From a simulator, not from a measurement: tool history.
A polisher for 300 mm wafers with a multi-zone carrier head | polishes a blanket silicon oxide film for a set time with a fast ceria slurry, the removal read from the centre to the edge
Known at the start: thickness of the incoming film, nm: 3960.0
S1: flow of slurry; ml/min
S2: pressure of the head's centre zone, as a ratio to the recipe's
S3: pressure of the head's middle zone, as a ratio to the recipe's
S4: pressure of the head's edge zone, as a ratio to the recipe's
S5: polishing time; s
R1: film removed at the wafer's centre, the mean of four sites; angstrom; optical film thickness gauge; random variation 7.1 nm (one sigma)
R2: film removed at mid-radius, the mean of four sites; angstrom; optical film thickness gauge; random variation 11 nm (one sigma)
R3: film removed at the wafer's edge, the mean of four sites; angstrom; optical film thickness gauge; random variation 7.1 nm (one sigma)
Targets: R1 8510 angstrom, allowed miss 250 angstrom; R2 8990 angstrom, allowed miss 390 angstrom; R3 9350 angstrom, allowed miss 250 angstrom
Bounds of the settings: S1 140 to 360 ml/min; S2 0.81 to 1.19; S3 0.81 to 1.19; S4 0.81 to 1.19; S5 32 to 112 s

run  hour   S1    S2    S3    S4  S5      R1      R2      R3
  1     0  230     1     1     1  72    6770  6941.3  6472.9
  2   0.6  235  0.99  0.99  1.05  78  7142.6  7392.4  7253.9
  3   3.5  245     1     1  1.09  82  7575.2  7948.3  7857.7
  4   8.5  245     1     1  1.04  82  7714.4  7761.5  7489.9
  5  17.4  245     1  0.97  1.04  82  7710.6  7745.1  7624.1
  6  21.5  245  0.92  0.97  1.04  82  6888.3  7665.1  7618.1
  7    25  250  0.94  0.98  1.08  85  7469.4  8126.1  8027.8
  8  33.4  250  0.95  0.98  1.11  87  7555.5  8117.8  8469.6
  9    41  260  0.96     1  1.13  88  7831.5  8551.6  8426.2
 10  47.6  255  0.96  0.99  1.14  90    8098  8376.6  8788.7
 11  51.7  265  0.96     1  1.15  91    8182  8626.9  8863.8
 12    53  260  0.96     1  1.16  92  8244.9  8728.3    8982

Which of these 4 next moves meets every target?
  A  54.3  255  0.99  0.99  1.18  101   ?   ?   ?
  B  54.3  235  0.92  0.94  1.19  100   ?   ?   ?
  C  54.3  275  1.02  1.04  1.14   96   ?   ?   ?
  D  54.3  320  0.93  0.96  1.12   95   ?   ?   ?

move      R1      R2      R3
   A  9291.5  9691.5   10094
   B  8481.4  9132.3  9996.7
   C  9162.3  9658.2  9458.3
   D  8357.9  9037.5    9364
A: takes the result that was furthest off past its target
B: takes the result that was furthest off past its target
C: brings the result that was furthest off to its target, and leaves another outside
D: meets every target
Move D is the one to make.

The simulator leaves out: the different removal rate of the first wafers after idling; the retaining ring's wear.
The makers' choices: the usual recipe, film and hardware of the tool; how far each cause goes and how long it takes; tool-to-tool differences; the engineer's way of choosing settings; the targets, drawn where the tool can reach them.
